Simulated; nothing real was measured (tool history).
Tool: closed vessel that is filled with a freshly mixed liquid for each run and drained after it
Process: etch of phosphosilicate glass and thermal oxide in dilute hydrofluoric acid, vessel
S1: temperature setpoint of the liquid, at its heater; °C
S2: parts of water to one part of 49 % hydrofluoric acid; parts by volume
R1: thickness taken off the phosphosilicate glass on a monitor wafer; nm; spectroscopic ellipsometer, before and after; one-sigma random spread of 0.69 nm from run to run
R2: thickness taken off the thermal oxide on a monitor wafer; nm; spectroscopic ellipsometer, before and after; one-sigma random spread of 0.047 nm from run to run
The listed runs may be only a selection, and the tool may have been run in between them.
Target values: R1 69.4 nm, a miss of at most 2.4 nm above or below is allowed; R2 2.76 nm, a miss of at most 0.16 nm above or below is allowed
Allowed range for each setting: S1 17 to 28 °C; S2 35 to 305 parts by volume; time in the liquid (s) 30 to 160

Run 1, hour 0: S1 20 °C, S2 170 parts by volume, time in the liquid (s) 80. Result: R1 45.444 nm, R2 1.8376 nm.
Run 2, hour 7.8: S1 20 °C, S2 215 parts by volume, time in the liquid (s) 80. Result: R1 34.395 nm, R2 1.3676 nm.
Run 3, hour 10.7: S1 22 °C, S2 195 parts by volume, time in the liquid (s) 80. Result: R1 40.734 nm, R2 1.6663 nm.
Run 4, hour 14: S1 22 °C, S2 175 parts by volume, time in the liquid (s) 80. Result: R1 47.887 nm, R2 1.8849 nm.
Run 5, hour 17.6: S1 22 °C, S2 145 parts by volume, time in the liquid (s) 80. Result: R1 58.286 nm, R2 2.3359 nm.
Run 6, hour 25.3: S1 22 °C, S2 100 parts by volume, time in the liquid (s) 80. Result: R1 90.605 nm, R2 3.6882 nm.
Run 7, hour 32: S1 21 °C, S2 105 parts by volume, time in the liquid (s) 80. Result: R1 82.255 nm, R2 3.37 nm.
Run 8, hour 38.8: S1 20.5 °C, S2 110 parts by volume, time in the liquid (s) 80. Result: R1 76.129 nm, R2 3.0939 nm.

Which one of the following 4 next-run settings gets every result inside its allowed miss? There is exactly one.
Run A, hour 45.6: S1 20.5 °C, S2 115 parts by volume, time in the liquid (s) 70. Result: R1 ?, R2 ?.
Run B, hour 45.6: S1 17 °C, S2 115 parts by volume, time in the liquid (s) 80. Result: R1 ?, R2 ?.
Run C, hour 45.6: S1 28 °C, S2 220 parts by volume, time in the liquid (s) 115. Result: R1 ?, R2 ?.
Run D, hour 45.6: S1 23.5 °C, S2 155 parts by volume, time in the liquid (s) 95. Result: R1 ?, R2 ?.

move      R1      R2
   A   62.42  2.5739
   B  61.768   2.547
   C  63.184  2.6054
   D  67.656  2.7898
A: the result that was furthest off in the last run now lies on the other side of its target
B: the result that was furthest off in the last run now lies on the other side of its target
C: the result that was furthest off in the last run now lies on the other side of its target
D: in spec on every target
The right move is D.

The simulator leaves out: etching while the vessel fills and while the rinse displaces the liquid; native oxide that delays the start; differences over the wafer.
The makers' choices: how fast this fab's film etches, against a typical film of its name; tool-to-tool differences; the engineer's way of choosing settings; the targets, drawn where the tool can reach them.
